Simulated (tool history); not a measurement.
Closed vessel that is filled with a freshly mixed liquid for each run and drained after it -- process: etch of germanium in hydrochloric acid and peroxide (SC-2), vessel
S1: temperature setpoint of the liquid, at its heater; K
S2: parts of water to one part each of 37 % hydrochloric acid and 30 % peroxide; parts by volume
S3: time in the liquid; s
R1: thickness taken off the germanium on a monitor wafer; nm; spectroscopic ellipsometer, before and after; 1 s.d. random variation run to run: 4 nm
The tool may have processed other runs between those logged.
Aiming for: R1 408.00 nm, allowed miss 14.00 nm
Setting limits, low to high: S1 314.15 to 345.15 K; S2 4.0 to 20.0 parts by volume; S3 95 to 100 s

Run 1, hour 0.0: S1 330.15 K, S2 11.0 parts by volume, S3 95 s. Result: R1 298.59 nm.
Run 2, hour 8.7: S1 332.15 K, S2 11.0 parts by volume, S3 95 s. Result: R1 315.59 nm.
Run 3, hour 15.4: S1 333.65 K, S2 11.0 parts by volume, S3 95 s. Result: R1 328.64 nm.
Run 4, hour 17.7: S1 333.65 K, S2 13.5 parts by volume, S3 95 s. Result: R1 317.53 nm.
Run 5, hour 22.7: S1 335.15 K, S2 13.5 parts by volume, S3 95 s. Result: R1 333.01 nm.
Run 6, hour 31.1: S1 335.15 K, S2 10.5 parts by volume, S3 95 s. Result: R1 336.27 nm.
Run 7, hour 38.7: S1 336.65 K, S2 10.5 parts by volume, S3 95 s. Result: R1 360.90 nm.
Run 8, hour 41.6: S1 337.65 K, S2 10.5 parts by volume, S3 95 s. Result: R1 366.71 nm.
Run 9, hour 50.0: S1 338.65 K, S2 10.5 parts by volume, S3 95 s. Result: R1 382.26 nm.
Run 10, hour 57.9: S1 339.15 K, S2 10.5 parts by volume, S3 95 s. Result: R1 387.96 nm.
Run 11, hour 61.0: S1 339.65 K, S2 10.5 parts by volume, S3 95 s. Result: R1 392.24 nm.
At hour 69.5: thermometer replaced.
Run 12, hour 69.5: S1 340.15 K, S2 10.5 parts by volume, S3 95 s. Result: R1 377.12 nm.

Which single option among these 5 for the next run brings every result within its allowed miss of target? Just one does.
Run A, hour 78.0: S1 342.65 K, S2 11.0 parts by volume, S3 95 s. Result: R1 ?.
Run B, hour 78.0: S1 335.65 K, S2 12.5 parts by volume, S3 100 s. Result: R1 ?.
Run C, hour 78.0: S1 335.65 K, S2 13.0 parts by volume, S3 100 s. Result: R1 ?.
Run D, hour 78.0: S1 345.15 K, S2 14.0 parts by volume, S3 100 s. Result: R1 ?.
Run E, hour 78.0: S1 335.65 K, S2 9.5 parts by volume, S3 100 s. Result: R1 ?.

move      R1
   A  402.12
   B  341.76
   C  339.78
   D  435.92
   E  353.64
A: all results land within tolerance of their targets
B: the biggest miss grows against the last run
C: the biggest miss grows against the last run
D: the result that was furthest off in the last run now lies on the other side of its target
E: the biggest miss grows against the last run
The move that meets every target is A.
